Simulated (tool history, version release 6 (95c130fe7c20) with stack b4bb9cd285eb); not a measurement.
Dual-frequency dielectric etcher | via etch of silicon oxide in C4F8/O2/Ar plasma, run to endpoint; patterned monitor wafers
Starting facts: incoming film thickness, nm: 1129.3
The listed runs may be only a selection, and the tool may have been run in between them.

run	hour	source power (W)	bias power (W)	endpoint time (s)
1	0	2210	1855	201.83
2	5.4	2210	2100	194.66
3	9.4	2290	2136	189.17
4	13.4	2290	2312	188.44
5	20.9	2290	2573	179.08
# hour 21.6: source power generator calibrated
6	21.6	2350	2576	180.33

What will run 7 give?
7	22.6	2430	2578	?

endpoint time (s): 176.5
